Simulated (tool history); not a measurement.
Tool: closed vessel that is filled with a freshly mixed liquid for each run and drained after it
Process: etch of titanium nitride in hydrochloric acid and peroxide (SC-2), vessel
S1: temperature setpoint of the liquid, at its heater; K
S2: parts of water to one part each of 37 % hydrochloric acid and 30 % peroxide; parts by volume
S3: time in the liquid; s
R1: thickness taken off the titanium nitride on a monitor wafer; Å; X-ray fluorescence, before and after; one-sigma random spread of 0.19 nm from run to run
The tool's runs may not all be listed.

run,hour,S1,S2,S3,R1
1,0.0,326.15,11.5,570,224.45
2,1.3,326.65,11.5,570,232.32
3,2.6,327.15,11.5,570,238.69
4,10.0,327.15,11.5,455,190.69
5,16.4,328.15,11.5,455,202.11
6,23.3,328.15,11.5,570,253.81
7,27.7,328.65,11.5,570,262.14
8,32.2,329.15,11.5,570,271.06
9,36.8,329.65,11.5,570,280.84
10,43.6,330.15,11.5,570,287.97
11,47.6,330.65,11.5,570,295.44

Forecast run 12:
12,54.0,331.15,11.5,570,?

R1: 308.87 Å
